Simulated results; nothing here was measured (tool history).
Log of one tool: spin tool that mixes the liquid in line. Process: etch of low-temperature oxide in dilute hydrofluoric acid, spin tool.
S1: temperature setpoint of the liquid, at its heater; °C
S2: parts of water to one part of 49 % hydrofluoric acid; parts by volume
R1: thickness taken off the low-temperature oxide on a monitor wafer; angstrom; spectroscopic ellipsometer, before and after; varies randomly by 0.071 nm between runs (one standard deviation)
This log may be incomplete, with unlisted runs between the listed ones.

run 1 day=0.000 | S1=22.0 S2=210 time_under_the_liquid_(s)=85 | R1=124.00
run 2 day=0.371 | S1=22.0 S2=155 time_under_the_liquid_(s)=85 | R1=181.72
run 3 day=0.500 | S1=21.5 S2=165 time_under_the_liquid_(s)=85 | R1=163.57
run 4 day=0.554 | S1=21.0 S2=175 time_under_the_liquid_(s)=85 | R1=149.68
run 5 day=0.858 | S1=20.5 S2=185 time_under_the_liquid_(s)=85 | R1=137.00
run 6 day=0.883 | S1=20.5 S2=220 time_under_the_liquid_(s)=85 | R1=111.04

For run 7, what comes out?
run 7 day=1.233 | S1=20.0 S2=225 time_under_the_liquid_(s)=85 | R1=?

R1: 106.10 angstrom
